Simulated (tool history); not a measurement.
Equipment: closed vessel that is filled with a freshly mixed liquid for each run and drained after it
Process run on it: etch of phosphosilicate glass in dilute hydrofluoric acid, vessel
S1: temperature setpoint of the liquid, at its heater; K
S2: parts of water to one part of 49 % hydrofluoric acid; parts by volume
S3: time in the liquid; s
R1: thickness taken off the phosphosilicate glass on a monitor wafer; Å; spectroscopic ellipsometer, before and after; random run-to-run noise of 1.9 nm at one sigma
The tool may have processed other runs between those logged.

run	hour	S1	S2	S3	R1
1	0	297.15	140	100	913.22
2	2.6	298.65	125	100	1088.5
3	3.4	299.65	110	100	1323
4	9.9	300.65	100	100	1513.8
5	15.2	300.65	125	100	1184.9
# hour 19: hydrofluoric acid flow meter replaced
6	19	301.65	115	100	1515.5

What does the tool deliver on the next run?
7	23.5	302.15	110	100	?

R1: 1600.4 Å
